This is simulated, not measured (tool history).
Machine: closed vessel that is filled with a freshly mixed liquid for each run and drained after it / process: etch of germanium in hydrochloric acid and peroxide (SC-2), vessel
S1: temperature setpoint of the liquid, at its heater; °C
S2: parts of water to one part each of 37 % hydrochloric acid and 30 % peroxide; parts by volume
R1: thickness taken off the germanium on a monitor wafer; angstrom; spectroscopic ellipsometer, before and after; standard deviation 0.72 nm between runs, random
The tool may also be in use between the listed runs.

Run 1, hour 0: S1 61 °C, S2 9.5 parts by volume, time in the liquid (s) 30. Result: R1 1095.3 angstrom.
Run 2, hour 2.6: S1 57.5 °C, S2 9.5 parts by volume, time in the liquid (s) 30. Result: R1 999.87 angstrom.
Run 3, hour 7.9: S1 57.5 °C, S2 9.5 parts by volume, time in the liquid (s) 30. Result: R1 994.34 angstrom.
Run 4, hour 13.5: S1 52 °C, S2 9.5 parts by volume, time in the liquid (s) 30. Result: R1 831.07 angstrom.
Run 5, hour 16.1: S1 52 °C, S2 9.5 parts by volume, time in the liquid (s) 30. Result: R1 846.2 angstrom.
Run 6, hour 18.3: S1 58.5 °C, S2 9.5 parts by volume, time in the liquid (s) 30. Result: R1 1033.2 angstrom.

What will run 7 give?
Run 7, hour 26: S1 56 °C, S2 9.5 parts by volume, time in the liquid (s) 30. Result: R1 ?.

For run 7 the tool returned R1 956.53 angstrom.
